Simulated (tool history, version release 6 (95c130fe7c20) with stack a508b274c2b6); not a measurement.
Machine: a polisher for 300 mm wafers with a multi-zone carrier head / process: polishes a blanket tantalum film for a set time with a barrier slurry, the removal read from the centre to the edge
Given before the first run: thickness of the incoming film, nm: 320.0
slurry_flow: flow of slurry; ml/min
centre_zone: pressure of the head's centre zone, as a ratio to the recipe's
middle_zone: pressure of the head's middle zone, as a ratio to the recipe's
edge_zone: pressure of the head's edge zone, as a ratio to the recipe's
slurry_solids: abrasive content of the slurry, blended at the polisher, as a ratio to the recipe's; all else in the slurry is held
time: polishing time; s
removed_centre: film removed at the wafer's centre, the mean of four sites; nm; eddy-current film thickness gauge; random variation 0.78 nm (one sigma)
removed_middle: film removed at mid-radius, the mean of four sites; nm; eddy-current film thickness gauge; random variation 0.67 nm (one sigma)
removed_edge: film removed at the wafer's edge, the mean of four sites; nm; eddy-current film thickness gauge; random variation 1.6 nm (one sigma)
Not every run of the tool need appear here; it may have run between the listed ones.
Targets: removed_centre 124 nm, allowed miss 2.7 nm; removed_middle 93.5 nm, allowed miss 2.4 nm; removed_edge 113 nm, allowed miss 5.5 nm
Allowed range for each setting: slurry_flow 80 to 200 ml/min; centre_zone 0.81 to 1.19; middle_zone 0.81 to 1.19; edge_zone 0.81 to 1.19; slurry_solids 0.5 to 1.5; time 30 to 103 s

run,hour,slurry_flow,centre_zone,middle_zone,edge_zone,slurry_solids,time,removed_centre,removed_middle,removed_edge
1,0,130,1,1,1,1,66,90.834,89.418,93.914
2,8.4,130,1,1,1,1.15,66,93.657,93.055,96.183
3,16,130,1,1,1,1.15,81,114,114.57,118.85
4,20.1,130,1,1,1,1.35,81,120.15,119.19,122.3
5,24.3,130,1,1,0.94,1.35,81,118.76,119.84,119.12
6,28.4,130,1,1.04,0.94,1.35,81,119.11,124.94,120.2
7,36.6,125,1.01,1.02,0.95,1.35,81,120.19,119.7,118.66
8,37.2,90,1.1,0.92,1.04,1.35,81,115.32,100.76,115.14
9,42.2,90,1.11,0.91,1.04,1.35,81,117.16,99.105,114.2
10,44.1,90,1.12,0.9,1.04,1.35,81,118.23,98.098,117.16
11,47.8,90,1.13,0.9,1.03,1.35,81,119.35,98.209,115.89

Which one of the following 4 next-run settings gets every result inside its allowed miss? There is exactly one.
A,51.5,110,1.17,0.86,1.02,1.5,77,?,?,?
B,51.5,85,1.08,0.81,1.08,1.5,83,?,?,?
C,51.5,95,1.17,0.85,0.99,1.4,79,?,?,?
D,51.5,90,1.12,0.92,1.05,1.4,78,?,?,?

move,removed_centre,removed_middle,removed_edge
A,130.42,99.173,118.25
B,117.41,93.43,123.86
C,124.99,94.785,114.15
D,115.6,98.062,114.43
A: moves away from the targets compared with the last run
B: brings the result that was furthest off to its target, and leaves another outside
C: hits every target within its allowed miss
D: moves away from the targets compared with the last run
The right move is C.

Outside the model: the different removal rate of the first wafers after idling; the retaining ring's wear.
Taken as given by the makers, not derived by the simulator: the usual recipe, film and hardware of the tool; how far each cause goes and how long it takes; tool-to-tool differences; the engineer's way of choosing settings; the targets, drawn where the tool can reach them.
